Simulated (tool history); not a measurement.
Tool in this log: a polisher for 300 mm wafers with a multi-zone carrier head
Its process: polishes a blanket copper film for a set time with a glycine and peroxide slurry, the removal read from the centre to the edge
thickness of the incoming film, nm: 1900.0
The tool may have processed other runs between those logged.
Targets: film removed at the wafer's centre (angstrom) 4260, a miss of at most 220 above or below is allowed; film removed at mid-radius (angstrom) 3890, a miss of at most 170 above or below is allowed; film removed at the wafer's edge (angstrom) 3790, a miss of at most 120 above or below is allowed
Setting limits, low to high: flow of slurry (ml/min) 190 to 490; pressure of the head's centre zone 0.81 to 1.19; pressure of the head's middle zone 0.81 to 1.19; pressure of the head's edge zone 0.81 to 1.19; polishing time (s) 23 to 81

run,day,flow of slurry (ml/min),pressure of the head's centre zone,pressure of the head's middle zone,pressure of the head's edge zone,polishing time (s),film removed at the wafer's centre (angstrom),film removed at mid-radius (angstrom),film removed at the wafer's edge (angstrom)
1,0,315,1,1,1,52,2723.7,2783.8,2792.3
2,0.246,320,1.05,1.02,1.03,56,3017.4,3055,3045.3
3,0.612,370,1.05,1.02,1.03,56,3041.7,3150.8,3038.8
4,0.638,365,1.09,1.01,1.02,60,3387,3345.2,3250.8
5,0.971,365,1.12,1.01,1.02,63,3845.2,3492.3,3439
# day 1.108: centre zone pressure recalibrated
6,1.108,365,1.13,1.02,1.04,64,3975.6,3530.6,3527.7
7,1.321,370,1.13,1.04,1.05,65,4080.1,3687.8,3574.2
8,1.396,370,1.13,1.04,1.06,66,4246.1,3795.4,3623.2

5 candidate next runs follow, results not yet known. Just one meets every target within its allowed miss. Identify it.
A,1.471,350,1.12,1.04,1.04,69,?,?,?
B,1.471,380,1.16,1.12,1.08,63,?,?,?
C,1.471,300,1.19,1.04,1.07,64,?,?,?
D,1.471,395,1.11,1.08,1.04,64,?,?,?
E,1.471,400,1.19,1.09,1.01,64,?,?,?

move,film removed at the wafer's centre (angstrom),film removed at mid-radius (angstrom),film removed at the wafer's edge (angstrom)
A,4323.8,3931.2,3802.8
B,4124,3849.9,3537.8
C,4192,3590.1,3524.4
D,4020.3,3804,3553
E,4317,3836.3,3516.5
A: all results land within tolerance of their targets
B: misses by more than the last run did
C: misses by more than the last run did
D: misses by more than the last run did
E: misses by more than the last run did
So the answer is move A, the one that meets all the targets.
